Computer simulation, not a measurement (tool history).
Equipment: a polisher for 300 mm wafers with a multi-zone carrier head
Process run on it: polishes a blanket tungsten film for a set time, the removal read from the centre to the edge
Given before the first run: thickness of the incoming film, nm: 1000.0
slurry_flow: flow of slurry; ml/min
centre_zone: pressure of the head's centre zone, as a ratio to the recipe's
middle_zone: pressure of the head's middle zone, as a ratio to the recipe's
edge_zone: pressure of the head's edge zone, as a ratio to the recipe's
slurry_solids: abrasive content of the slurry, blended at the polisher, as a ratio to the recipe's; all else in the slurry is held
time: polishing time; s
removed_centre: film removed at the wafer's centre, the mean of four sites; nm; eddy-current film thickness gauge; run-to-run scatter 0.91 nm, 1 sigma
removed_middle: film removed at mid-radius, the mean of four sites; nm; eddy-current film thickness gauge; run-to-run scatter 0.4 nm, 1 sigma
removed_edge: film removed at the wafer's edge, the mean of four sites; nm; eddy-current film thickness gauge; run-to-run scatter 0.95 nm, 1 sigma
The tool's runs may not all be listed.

run,hour,slurry_flow,centre_zone,middle_zone,edge_zone,slurry_solids,time,removed_centre,removed_middle,removed_edge
1,0.0,195,1.00,1.00,1.00,1.00,42,116.550,114.180,119.240
2,0.7,185,0.99,0.97,0.97,0.90,39,104.100,100.850,102.480
3,8.8,175,0.97,0.93,0.98,0.80,37,92.283,89.416,94.936
4,12.1,175,0.97,0.93,0.98,0.80,32,80.266,77.729,82.527
5,18.4,175,0.94,0.93,0.98,0.80,32,77.985,77.561,81.858
6,26.0,175,0.94,0.93,0.92,0.80,32,78.091,77.814,80.178
7,33.5,165,0.94,0.90,0.91,0.75,32,78.387,73.806,76.940
8,37.1,160,0.93,0.88,0.91,0.75,32,75.956,71.888,77.888

What will run 9 give?
9,39.7,155,0.92,0.87,0.90,0.75,32,?,?,?

removed_centre: 73.487 nm
removed_middle: 71.215 nm
removed_edge: 76.903 nm

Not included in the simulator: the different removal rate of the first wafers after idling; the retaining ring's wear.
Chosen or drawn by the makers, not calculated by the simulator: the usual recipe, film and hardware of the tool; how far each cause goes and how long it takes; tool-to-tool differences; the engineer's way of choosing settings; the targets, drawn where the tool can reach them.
